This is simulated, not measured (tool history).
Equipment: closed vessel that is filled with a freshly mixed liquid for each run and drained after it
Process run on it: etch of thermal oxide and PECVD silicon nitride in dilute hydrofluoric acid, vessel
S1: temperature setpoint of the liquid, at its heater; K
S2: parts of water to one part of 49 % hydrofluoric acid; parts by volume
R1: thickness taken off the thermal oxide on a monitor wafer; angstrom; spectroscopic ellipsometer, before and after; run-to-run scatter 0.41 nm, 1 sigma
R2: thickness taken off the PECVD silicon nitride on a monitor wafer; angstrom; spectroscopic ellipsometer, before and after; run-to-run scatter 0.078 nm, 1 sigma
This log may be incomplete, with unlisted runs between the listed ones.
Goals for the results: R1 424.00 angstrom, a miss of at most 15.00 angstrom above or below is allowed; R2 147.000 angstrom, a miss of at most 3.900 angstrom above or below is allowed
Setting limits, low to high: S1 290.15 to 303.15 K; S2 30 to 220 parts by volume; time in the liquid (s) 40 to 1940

Run 1, day 0.000: S1 295.15 K, S2 125 parts by volume, time in the liquid (s) 990. Result: R1 363.21 angstrom, R2 129.220 angstrom.
Run 2, day 0.146: S1 298.15 K, S2 125 parts by volume, time in the liquid (s) 990. Result: R1 414.14 angstrom, R2 158.140 angstrom.
Run 3, day 0.283: S1 298.15 K, S2 125 parts by volume, time in the liquid (s) 845. Result: R1 353.48 angstrom, R2 134.390 angstrom.
Run 4, day 0.417: S1 295.65 K, S2 125 parts by volume, time in the liquid (s) 845. Result: R1 321.28 angstrom, R2 114.800 angstrom.
At day 0.554: thermometer replaced.
Run 5, day 0.554: S1 295.65 K, S2 155 parts by volume, time in the liquid (s) 845. Result: R1 234.94 angstrom, R2 84.045 angstrom.
Run 6, day 0.858: S1 295.65 K, S2 175 parts by volume, time in the liquid (s) 845. Result: R1 205.90 angstrom, R2 74.089 angstrom.
Run 7, day 1.179: S1 297.65 K, S2 125 parts by volume, time in the liquid (s) 775. Result: R1 298.93 angstrom, R2 107.740 angstrom.
Run 8, day 1.325: S1 298.15 K, S2 110 parts by volume, time in the liquid (s) 750. Result: R1 335.94 angstrom, R2 121.470 angstrom.
Run 9, day 1.508: S1 298.15 K, S2 100 parts by volume, time in the liquid (s) 725. Result: R1 370.26 angstrom, R2 129.230 angstrom.
Run 10, day 1.762: S1 298.65 K, S2 95 parts by volume, time in the liquid (s) 710. Result: R1 383.81 angstrom, R2 137.960 angstrom.
Run 11, day 1.842: S1 297.65 K, S2 75 parts by volume, time in the liquid (s) 690. Result: R1 475.55 angstrom, R2 159.890 angstrom.
Run 12, day 2.150: S1 298.15 K, S2 90 parts by volume, time in the liquid (s) 720. Result: R1 416.13 angstrom, R2 142.660 angstrom.

5 candidate next runs follow, results not yet known. Just one meets every target within its allowed miss. Identify it.
Run A, day 2.458: S1 299.65 K, S2 60 parts by volume, time in the liquid (s) 450. Result: R1 ?, R2 ?.
Run B, day 2.458: S1 300.15 K, S2 180 parts by volume, time in the liquid (s) 1400. Result: R1 ?, R2 ?.
Run C, day 2.458: S1 299.65 K, S2 120 parts by volume, time in the liquid (s) 890. Result: R1 ?, R2 ?.
Run D, day 2.458: S1 297.15 K, S2 85 parts by volume, time in the liquid (s) 805. Result: R1 ?, R2 ?.
Run E, day 2.458: S1 297.65 K, S2 95 parts by volume, time in the liquid (s) 750. Result: R1 ?, R2 ?.

move      R1       R2
   A  429.46  146.280
   B  389.51  157.390
   C  392.25  145.440
   D  474.72  157.310
   E  398.65  135.730
A: all results land within tolerance of their targets
B: takes the biggest miss from the last run beyond its target
C: meets the target for the result that was furthest off, but another lies outside its allowed miss
D: takes the biggest miss from the last run beyond its target
E: moves away from the targets compared with the last run
Correct choice: A, which meets every target
